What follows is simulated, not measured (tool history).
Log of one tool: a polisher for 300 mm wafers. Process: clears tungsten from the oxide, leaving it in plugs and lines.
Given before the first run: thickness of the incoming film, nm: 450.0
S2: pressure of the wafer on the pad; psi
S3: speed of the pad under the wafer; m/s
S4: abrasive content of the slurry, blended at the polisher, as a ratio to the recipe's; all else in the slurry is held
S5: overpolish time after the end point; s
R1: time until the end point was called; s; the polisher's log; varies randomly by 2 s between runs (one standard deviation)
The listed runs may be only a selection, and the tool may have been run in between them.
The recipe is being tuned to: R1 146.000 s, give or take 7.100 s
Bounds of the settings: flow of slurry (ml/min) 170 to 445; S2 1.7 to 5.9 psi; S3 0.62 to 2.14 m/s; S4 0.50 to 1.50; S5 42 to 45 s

Run 1, hour 0.0: flow of slurry (ml/min) 285, S2 3.8 psi, S3 1.38 m/s, S4 1.00, S5 42 s. Result: R1 55.161 s.
Run 2, hour 4.1: flow of slurry (ml/min) 355, S2 3.8 psi, S3 1.38 m/s, S4 1.00, S5 42 s. Result: R1 54.712 s.
Run 3, hour 10.5: flow of slurry (ml/min) 400, S2 3.8 psi, S3 1.38 m/s, S4 1.00, S5 42 s. Result: R1 56.213 s.
Run 4, hour 13.9: flow of slurry (ml/min) 400, S2 3.2 psi, S3 1.20 m/s, S4 1.00, S5 42 s. Result: R1 74.869 s.
Run 5, hour 22.6: flow of slurry (ml/min) 400, S2 3.2 psi, S3 0.88 m/s, S4 1.00, S5 42 s. Result: R1 102.140 s.
Run 6, hour 25.6: flow of slurry (ml/min) 400, S2 2.8 psi, S3 0.86 m/s, S4 1.00, S5 42 s. Result: R1 117.150 s.
Run 7, hour 34.3: flow of slurry (ml/min) 400, S2 2.6 psi, S3 0.86 m/s, S4 1.00, S5 42 s. Result: R1 130.260 s.
Run 8, hour 39.8: flow of slurry (ml/min) 400, S2 2.6 psi, S3 0.86 m/s, S4 1.00, S5 42 s. Result: R1 128.900 s.
Run 9, hour 47.8: flow of slurry (ml/min) 400, S2 2.1 psi, S3 0.84 m/s, S4 1.00, S5 42 s. Result: R1 157.770 s.

Consider the 5 candidate settings below. Which is the only one whose results all fall within their allowed miss of target?
Run A, hour 55.8: flow of slurry (ml/min) 430, S2 2.7 psi, S3 0.82 m/s, S4 0.90, S5 45 s. Result: R1 ?.
Run B, hour 55.8: flow of slurry (ml/min) 360, S2 2.1 psi, S3 1.04 m/s, S4 1.00, S5 42 s. Result: R1 ?.
Run C, hour 55.8: flow of slurry (ml/min) 335, S2 2.2 psi, S3 0.98 m/s, S4 0.95, S5 42 s. Result: R1 ?.
Run D, hour 55.8: flow of slurry (ml/min) 405, S2 2.6 psi, S3 0.74 m/s, S4 1.05, S5 42 s. Result: R1 ?.
Run E, hour 55.8: flow of slurry (ml/min) 410, S2 2.6 psi, S3 0.84 m/s, S4 1.05, S5 42 s. Result: R1 ?.

move       R1
   A  131.580
   B  130.890
   C  135.320
   D  144.470
   E  127.990
A: moves the result that the last run missed by most past its target, out the other side
B: moves the result that the last run missed by most past its target, out the other side
C: moves the result that the last run missed by most past its target, out the other side
D: every result within its allowed miss
E: moves the result that the last run missed by most past its target, out the other side
The right move is D.
